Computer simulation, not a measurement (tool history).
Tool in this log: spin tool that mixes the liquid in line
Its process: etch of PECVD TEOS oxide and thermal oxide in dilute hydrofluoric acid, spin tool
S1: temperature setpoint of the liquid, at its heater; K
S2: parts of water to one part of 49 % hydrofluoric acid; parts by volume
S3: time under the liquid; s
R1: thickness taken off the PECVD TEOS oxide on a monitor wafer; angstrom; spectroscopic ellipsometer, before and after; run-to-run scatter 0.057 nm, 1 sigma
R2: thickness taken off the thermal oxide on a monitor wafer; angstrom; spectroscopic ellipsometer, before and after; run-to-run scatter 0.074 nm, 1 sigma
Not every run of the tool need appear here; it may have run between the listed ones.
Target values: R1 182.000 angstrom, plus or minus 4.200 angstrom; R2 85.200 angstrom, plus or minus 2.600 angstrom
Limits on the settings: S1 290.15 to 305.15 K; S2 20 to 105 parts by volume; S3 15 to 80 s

{"run": 1, "day": 0.0, "S1": 297.15, "S2": 55, "S3": 40, "R1": 87.822, "R2": 40.739}
{"run": 2, "day": 0.329, "S1": 298.65, "S2": 50, "S3": 40, "R1": 103.51, "R2": 47.897}
{"run": 3, "day": 0.638, "S1": 300.15, "S2": 45, "S3": 40, "R1": 122.59, "R2": 57.243}
{"run": 4, "day": 0.8, "S1": 301.65, "S2": 45, "S3": 40, "R1": 130.84, "R2": 60.275}
{"run": 5, "day": 1.162, "S1": 301.65, "S2": 60, "S3": 40, "R1": 95.652, "R2": 45.192}
{"run": 6, "day": 1.35, "S1": 301.65, "S2": 60, "S3": 30, "R1": 71.394, "R2": 33.827}
{"run": 7, "day": 1.55, "S1": 302.65, "S2": 50, "S3": 30, "R1": 90.908, "R2": 42.276}
{"run": 8, "day": 1.804, "S1": 302.65, "S2": 50, "S3": 30, "R1": 91.057, "R2": 42.838}
{"run": 9, "day": 2.129, "S1": 303.15, "S2": 45, "S3": 30, "R1": 103.75, "R2": 48.725}
{"run": 10, "day": 2.379, "S1": 303.65, "S2": 40, "S3": 30, "R1": 120.23, "R2": 56.383}
{"run": 11, "day": 2.5, "S1": 304.15, "S2": 35, "S3": 30, "R1": 140.73, "R2": 65.598}
{"run": 12, "day": 2.625, "S1": 304.65, "S2": 30, "S3": 30, "R1": 169.05, "R2": 80.391}
{"run": 13, "day": 2.95, "S1": 305.15, "S2": 30, "S3": 30, "R1": 173.39, "R2": 81.054}
{"run": 14, "day": 3.229, "S1": 305.15, "S2": 25, "S3": 30, "R1": 208.92, "R2": 98.495}
{"run": 15, "day": 3.483, "S1": 304.65, "S2": 25, "S3": 30, "R1": 205.29, "R2": 94.996}
{"run": 16, "day": 3.625, "S1": 304.15, "S2": 25, "S3": 30, "R1": 200.54, "R2": 92.634}
{"run": 17, "day": 3.792, "S1": 304.15, "S2": 25, "S3": 30, "R1": 201.61, "R2": 94.106}
{"run": 18, "day": 4.029, "S1": 303.65, "S2": 25, "S3": 30, "R1": 197.02, "R2": 94.0}
{"run": 19, "day": 4.279, "S1": 303.15, "S2": 25, "S3": 30, "R1": 192.9, "R2": 91.347}
{"run": 20, "day": 4.529, "S1": 302.65, "S2": 25, "S3": 30, "R1": 188.13, "R2": 87.365}

Exactly one of the 4 candidate moves below puts every result within its allowed miss. Which one?
{"run": "A", "day": 4.779, "S1": 294.65, "S2": 20, "S3": 30, "R1": "?", "R2": "?"}
{"run": "B", "day": 4.779, "S1": 301.65, "S2": 35, "S3": 40, "R1": "?", "R2": "?"}
{"run": "C", "day": 4.779, "S1": 300.65, "S2": 20, "S3": 25, "R1": "?", "R2": "?"}
{"run": "D", "day": 4.779, "S1": 305.15, "S2": 30, "S3": 30, "R1": "?", "R2": "?"}

move=A R1=171.080 R2=79.561
move=B R1=170.860 R2=79.454
move=C R1=183.520 R2=85.346
move=D R1=173.240 R2=80.565
A: takes the biggest miss from the last run beyond its target
B: takes the biggest miss from the last run beyond its target
C: each result inside its tolerance
D: takes the biggest miss from the last run beyond its target
C meets every target.
